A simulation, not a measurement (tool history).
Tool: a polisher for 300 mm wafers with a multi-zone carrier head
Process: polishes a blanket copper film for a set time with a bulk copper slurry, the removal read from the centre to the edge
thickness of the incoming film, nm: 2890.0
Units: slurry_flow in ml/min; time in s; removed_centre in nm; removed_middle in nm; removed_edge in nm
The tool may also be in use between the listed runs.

Run 1, hour 0.0: slurry_flow 160 ml/min, centre_zone 1.00, middle_zone 1.00, edge_zone 1.00, slurry_solids 1.00, time 48 s. Result: removed_centre 676.15 nm, removed_middle 690.02 nm, removed_edge 682.11 nm.
Run 2, hour 6.5: slurry_flow 160 ml/min, centre_zone 1.00, middle_zone 1.04, edge_zone 1.00, slurry_solids 1.00, time 48 s. Result: removed_centre 669.07 nm, removed_middle 699.06 nm, removed_edge 672.47 nm.
Run 3, hour 13.9: slurry_flow 160 ml/min, centre_zone 1.00, middle_zone 1.04, edge_zone 1.00, slurry_solids 1.20, time 48 s. Result: removed_centre 710.70 nm, removed_middle 734.15 nm, removed_edge 714.52 nm.
Run 4, hour 19.4: slurry_flow 160 ml/min, centre_zone 1.00, middle_zone 1.12, edge_zone 1.00, slurry_solids 1.20, time 48 s. Result: removed_centre 701.60 nm, removed_middle 774.32 nm, removed_edge 718.10 nm.
Run 5, hour 22.1: slurry_flow 160 ml/min, centre_zone 1.00, middle_zone 1.12, edge_zone 0.93, slurry_solids 1.20, time 48 s. Result: removed_centre 710.07 nm, removed_middle 781.52 nm, removed_edge 697.70 nm.
Run 6, hour 27.0: slurry_flow 150 ml/min, centre_zone 0.98, middle_zone 1.06, edge_zone 0.92, slurry_solids 1.00, time 47 s. Result: removed_centre 634.35 nm, removed_middle 685.42 nm, removed_edge 632.25 nm.
Run 7, hour 31.1: slurry_flow 140 ml/min, centre_zone 0.96, middle_zone 1.02, edge_zone 0.90, slurry_solids 0.90, time 47 s. Result: removed_centre 597.79 nm, removed_middle 639.50 nm, removed_edge 602.56 nm.

Run 8 comes next. What will it give?
Run 8, hour 35.0: slurry_flow 130 ml/min, centre_zone 0.95, middle_zone 0.99, edge_zone 0.88, slurry_solids 0.85, time 47 s. Result: removed_centre ?, removed_middle ?, removed_edge ?.

removed_centre: 573.96 nm
removed_middle: 599.28 nm
removed_edge: 567.83 nm
